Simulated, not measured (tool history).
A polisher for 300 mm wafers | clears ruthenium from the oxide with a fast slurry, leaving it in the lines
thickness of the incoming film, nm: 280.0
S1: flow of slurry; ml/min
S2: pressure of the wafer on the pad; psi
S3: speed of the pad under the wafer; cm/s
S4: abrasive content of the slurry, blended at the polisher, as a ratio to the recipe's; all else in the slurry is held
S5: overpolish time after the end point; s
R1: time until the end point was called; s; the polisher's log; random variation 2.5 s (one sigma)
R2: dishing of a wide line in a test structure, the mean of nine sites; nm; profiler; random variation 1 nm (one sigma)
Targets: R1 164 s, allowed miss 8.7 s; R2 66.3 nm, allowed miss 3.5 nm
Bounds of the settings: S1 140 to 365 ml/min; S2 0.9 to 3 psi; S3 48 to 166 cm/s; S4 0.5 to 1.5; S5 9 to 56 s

run 1 hour=0 | S1=235 S2=1.9 S3=106 S4=1 S5=29 | R1=109.86 R2=65.833
run 2 hour=6.6 | S1=235 S2=1.9 S3=122 S4=1 S5=29 | R1=97.202 R2=70.528
run 3 hour=12.3 | S1=235 S2=1.8 S3=120 S4=1 S5=31 | R1=106.71 R2=71.614
run 4 hour=19.9 | S1=265 S2=1.8 S3=120 S4=1 S5=31 | R1=103.1 R2=74.074
run 5 hour=26.3 | S1=265 S2=1.8 S3=120 S4=1.15 S5=31 | R1=98.491 R2=73.916
run 6 hour=26.9 | S1=260 S2=1.7 S3=120 S4=1.15 S5=32 | R1=106.97 R2=74.475
run 7 hour=34.5 | S1=240 S2=1.1 S3=120 S4=1.15 S5=38 | R1=161.96 R2=59.853
run 8 hour=38.7 | S1=240 S2=1.1 S3=120 S4=1.15 S5=39 | R1=159.85 R2=59.474
run 9 hour=41.2 | S1=240 S2=1.1 S3=120 S4=1.15 S5=40 | R1=164.8 R2=61.676

5 next moves are on the table. One of them brings every result within its allowed miss. Which?
run A hour=43.7 | S1=300 S2=1 S3=138 S4=1 S5=34 | R1=? R2=?
run B hour=43.7 | S1=250 S2=1 S3=136 S4=1.2 S5=35 | R1=? R2=?
run C hour=43.7 | S1=240 S2=1.1 S3=126 S4=0.95 S5=37 | R1=? R2=?
run D hour=43.7 | S1=245 S2=1.2 S3=100 S4=1.3 S5=39 | R1=? R2=?
run E hour=43.7 | S1=250 S2=1.3 S3=102 S4=1.1 S5=43 | R1=? R2=?

move=A R1=157.36 R2=53.859
move=B R1=154.18 R2=56.276
move=C R1=162.13 R2=56.542
move=D R1=166.64 R2=57.815
move=E R1=158.84 R2=65.665
A: further off than the last run
B: further off than the last run
C: further off than the last run
D: further off than the last run
E: meets every target
Answer: E
